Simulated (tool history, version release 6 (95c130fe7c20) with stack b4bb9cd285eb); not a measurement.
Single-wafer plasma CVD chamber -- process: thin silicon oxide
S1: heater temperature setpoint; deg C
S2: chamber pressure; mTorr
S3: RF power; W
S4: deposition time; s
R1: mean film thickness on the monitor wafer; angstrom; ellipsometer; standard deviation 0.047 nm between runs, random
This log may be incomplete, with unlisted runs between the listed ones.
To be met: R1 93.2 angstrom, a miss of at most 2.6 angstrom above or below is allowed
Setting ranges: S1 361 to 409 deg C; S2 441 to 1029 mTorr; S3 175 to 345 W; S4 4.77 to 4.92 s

run 1 hour=0 | S1=385 S2=735 S3=260 S4=4.77 | R1=74.843
run 2 hour=2.9 | S1=385 S2=735 S3=235 S4=4.77 | R1=71.205
run 3 hour=9.5 | S1=385 S2=735 S3=270 S4=4.77 | R1=76.677
run 4 hour=12.7 | S1=396 S2=735 S3=270 S4=4.77 | R1=74.991
run 5 hour=18.2 | S1=404 S2=735 S3=270 S4=4.77 | R1=75.252
run 6 hour=25.9 | S1=409 S2=735 S3=270 S4=4.77 | R1=74.887
run 7 hour=33.8 | S1=409 S2=882 S3=275 S4=4.78 | R1=89.131
run 8 hour=40.5 | S1=409 S2=888 S3=275 S4=4.78 | R1=89.777
run 9 hour=41.8 | S1=409 S2=893 S3=275 S4=4.78 | R1=90.576
run 10 hour=47.3 | S1=409 S2=897 S3=275 S4=4.78 | R1=90.193
run 11 hour=55.6 | S1=409 S2=897 S3=275 S4=4.78 | R1=90.255

Below are 5 possible settings for the next run. Only one of them brings all results inside the allowed miss of their targets. Which is it?
run A hour=63.9 | S1=391 S2=946 S3=230 S4=4.81 | R1=?
run B hour=63.9 | S1=409 S2=861 S3=275 S4=4.77 | R1=?
run C hour=63.9 | S1=409 S2=928 S3=265 S4=4.84 | R1=?
run D hour=63.9 | S1=409 S2=845 S3=285 S4=4.77 | R1=?
run E hour=63.9 | S1=409 S2=986 S3=275 S4=4.92 | R1=?

move=A R1=87.451
move=B R1=86.89
move=C R1=92.02
move=D R1=87.013
move=E R1=100.06
A: moves away from the targets compared with the last run
B: moves away from the targets compared with the last run
C: all results land within tolerance of their targets
D: moves away from the targets compared with the last run
E: takes the biggest miss from the last run beyond its target
Correct choice: C, which meets every target

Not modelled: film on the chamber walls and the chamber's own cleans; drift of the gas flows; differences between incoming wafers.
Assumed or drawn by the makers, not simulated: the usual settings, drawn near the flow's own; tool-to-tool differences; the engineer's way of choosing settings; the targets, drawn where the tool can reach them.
